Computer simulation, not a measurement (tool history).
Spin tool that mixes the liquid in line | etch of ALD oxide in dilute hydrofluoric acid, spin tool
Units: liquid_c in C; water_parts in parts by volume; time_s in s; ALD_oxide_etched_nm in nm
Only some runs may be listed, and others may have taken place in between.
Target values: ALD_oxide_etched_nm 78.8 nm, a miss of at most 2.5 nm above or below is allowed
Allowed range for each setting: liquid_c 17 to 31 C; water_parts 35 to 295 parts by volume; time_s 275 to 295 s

Run 1, hour 0: liquid_c 23 C, water_parts 165 parts by volume, time_s 275 s. Result: ALD_oxide_etched_nm 29.271 nm.
Run 2, hour 8.9: liquid_c 23 C, water_parts 165 parts by volume, time_s 275 s. Result: ALD_oxide_etched_nm 29.802 nm.
Run 3, hour 16.8: liquid_c 25 C, water_parts 165 parts by volume, time_s 275 s. Result: ALD_oxide_etched_nm 32.148 nm.
Run 4, hour 19.2: liquid_c 25.5 C, water_parts 150 parts by volume, time_s 275 s. Result: ALD_oxide_etched_nm 36.359 nm.
Run 5, hour 26.2: liquid_c 28 C, water_parts 150 parts by volume, time_s 275 s. Result: ALD_oxide_etched_nm 40.495 nm.
Run 6, hour 30.7: liquid_c 28 C, water_parts 150 parts by volume, time_s 275 s. Result: ALD_oxide_etched_nm 40.06 nm.
Run 7, hour 37.7: liquid_c 28.5 C, water_parts 140 parts by volume, time_s 275 s. Result: ALD_oxide_etched_nm 43.567 nm.
Run 8, hour 43.9: liquid_c 29 C, water_parts 130 parts by volume, time_s 275 s. Result: ALD_oxide_etched_nm 49.459 nm.
Run 9, hour 45: liquid_c 29 C, water_parts 130 parts by volume, time_s 275 s. Result: ALD_oxide_etched_nm 49.554 nm.
Run 10, hour 53.9: liquid_c 29 C, water_parts 125 parts by volume, time_s 275 s. Result: ALD_oxide_etched_nm 51.815 nm.
Run 11, hour 58.1: liquid_c 29 C, water_parts 120 parts by volume, time_s 275 s. Result: ALD_oxide_etched_nm 54.773 nm.
Run 12, hour 60: liquid_c 29 C, water_parts 115 parts by volume, time_s 275 s. Result: ALD_oxide_etched_nm 57.143 nm.
Run 13, hour 60.7: liquid_c 29 C, water_parts 110 parts by volume, time_s 275 s. Result: ALD_oxide_etched_nm 60.082 nm.
Run 14, hour 64: liquid_c 29 C, water_parts 105 parts by volume, time_s 275 s. Result: ALD_oxide_etched_nm 64.055 nm.
Run 15, hour 69.4: liquid_c 30 C, water_parts 95 parts by volume, time_s 275 s. Result: ALD_oxide_etched_nm 73.05 nm.

Which one of the following 5 next-run settings gets every result inside its allowed miss? There is exactly one.
Run A, hour 74.8: liquid_c 31 C, water_parts 110 parts by volume, time_s 295 s. Result: ALD_oxide_etched_nm ?.
Run B, hour 74.8: liquid_c 29.5 C, water_parts 90 parts by volume, time_s 285 s. Result: ALD_oxide_etched_nm ?.
Run C, hour 74.8: liquid_c 31 C, water_parts 105 parts by volume, time_s 295 s. Result: ALD_oxide_etched_nm ?.
Run D, hour 74.8: liquid_c 30.5 C, water_parts 100 parts by volume, time_s 275 s. Result: ALD_oxide_etched_nm ?.
Run E, hour 74.8: liquid_c 30 C, water_parts 95 parts by volume, time_s 280 s. Result: ALD_oxide_etched_nm ?.

move  ALD_oxide_etched_nm
   A               69.002
   B               79.252
   C               72.806
   D               70.454
   E                74.64
A: moves away from the targets compared with the last run
B: every result lands within tolerance
C: no nearer and no further than the last run
D: moves away from the targets compared with the last run
E: moves toward the targets from the last run without getting all of them in spec
Answer: B
